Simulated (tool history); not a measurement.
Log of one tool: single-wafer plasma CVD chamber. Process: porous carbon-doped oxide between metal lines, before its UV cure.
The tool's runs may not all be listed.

| run | hour | heater temperature setpoint (K) | RF power (W) | deposition time (s) | mean film thickness on the monitor wafer (Å) |
|---|---|---|---|---|---|
| 1 | 0 | 548.15 | 590 | 26.6 | 1927.1 |
| 2 | 0.8 | 553.15 | 570 | 26.5 | 1823.1 |
| 3 | 2.7 | 553.15 | 570 | 25.3 | 1744.8 |
| 4 | 7.6 | 556.15 | 565 | 25.3 | 1690.3 |
| 5 | 15.4 | 556.15 | 565 | 26.6 | 1788.8 |
| 6 | 22.5 | 559.15 | 550 | 26.5 | 1713.4 |
| 7 | 29.4 | 561.15 | 545 | 26.5 | 1688.2 |

Forecast run 8:
| 8 | 36.4 | 563.15 | 540 | 26.5 | ? |

{"run 8": {"mean film thickness on the monitor wafer (Å)": 1642.7}}
